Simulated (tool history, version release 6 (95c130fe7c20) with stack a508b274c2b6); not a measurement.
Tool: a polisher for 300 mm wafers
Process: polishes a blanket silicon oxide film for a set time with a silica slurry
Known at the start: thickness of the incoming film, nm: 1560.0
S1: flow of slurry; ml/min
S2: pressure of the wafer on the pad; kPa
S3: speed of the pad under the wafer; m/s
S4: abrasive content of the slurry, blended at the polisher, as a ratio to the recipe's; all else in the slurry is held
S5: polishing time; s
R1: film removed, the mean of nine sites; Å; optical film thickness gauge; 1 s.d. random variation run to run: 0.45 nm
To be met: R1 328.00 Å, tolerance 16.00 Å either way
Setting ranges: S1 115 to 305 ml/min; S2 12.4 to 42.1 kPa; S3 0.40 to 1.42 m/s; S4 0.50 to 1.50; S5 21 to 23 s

| run | hour | S1 | S2 | S3 | S4 | S5 | R1 |
|---|---|---|---|---|---|---|---|
| 1 | 0.0 | 195 | 26.9 | 0.90 | 1.00 | 23 | 499.91 |
| 2 | 6.0 | 195 | 26.9 | 0.90 | 1.00 | 21 | 451.70 |
| 3 | 10.8 | 195 | 26.9 | 0.90 | 1.00 | 21 | 459.79 |
| 4 | 13.6 | 195 | 26.9 | 0.90 | 0.80 | 21 | 428.86 |
| 5 | 17.3 | 225 | 26.9 | 0.90 | 0.80 | 21 | 439.85 |
| 6 | 22.2 | 225 | 26.9 | 0.90 | 1.00 | 21 | 452.68 |
| 7 | 29.2 | 225 | 24.8 | 0.90 | 1.00 | 21 | 444.28 |
| 8 | 35.0 | 225 | 22.1 | 0.88 | 1.00 | 21 | 383.25 |
| 9 | 39.5 | 225 | 21.4 | 0.88 | 1.00 | 21 | 371.27 |
| 10 | 40.8 | 225 | 20.7 | 0.88 | 1.00 | 21 | 361.07 |

Which single option among these 4 for the next run brings every result within its allowed miss of target? Just one does.
| A | 42.1 | 210 | 22.1 | 0.80 | 1.15 | 21 | ? |
| B | 42.1 | 240 | 22.8 | 0.86 | 1.00 | 22 | ? |
| C | 42.1 | 270 | 23.4 | 0.82 | 1.05 | 21 | ? |
| D | 42.1 | 165 | 16.5 | 0.98 | 0.95 | 22 | ? |

| move | R1 |
|---|---|
| A | 367.74 |
| B | 405.56 |
| C | 391.56 |
| D | 331.41 |
A: further off than the last run
B: further off than the last run
C: further off than the last run
D: all results in spec
Correct choice: D, which meets every target
